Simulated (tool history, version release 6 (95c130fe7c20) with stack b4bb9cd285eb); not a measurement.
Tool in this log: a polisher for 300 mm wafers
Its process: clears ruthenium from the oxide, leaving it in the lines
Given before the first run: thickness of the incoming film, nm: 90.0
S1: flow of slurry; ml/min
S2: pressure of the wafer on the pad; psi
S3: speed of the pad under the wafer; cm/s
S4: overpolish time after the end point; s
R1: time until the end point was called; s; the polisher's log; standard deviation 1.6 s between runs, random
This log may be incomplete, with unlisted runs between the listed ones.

run,hour,S1,S2,S3,S4,R1
1,0.0,245,1.7,102,39,98.109
2,7.9,245,1.4,102,39,117.860
3,9.6,245,1.4,86,39,140.550
4,18.4,245,1.4,86,41,141.820
5,26.9,245,1.0,86,41,197.880
6,32.8,215,1.0,86,41,198.000
7,33.8,220,1.1,86,41,180.660
8,39.1,220,1.1,86,41,175.920

Run 9 comes next. What will it give?
9,40.6,215,1.1,86,41,?

{"run 9": {"R1": 180.47}}

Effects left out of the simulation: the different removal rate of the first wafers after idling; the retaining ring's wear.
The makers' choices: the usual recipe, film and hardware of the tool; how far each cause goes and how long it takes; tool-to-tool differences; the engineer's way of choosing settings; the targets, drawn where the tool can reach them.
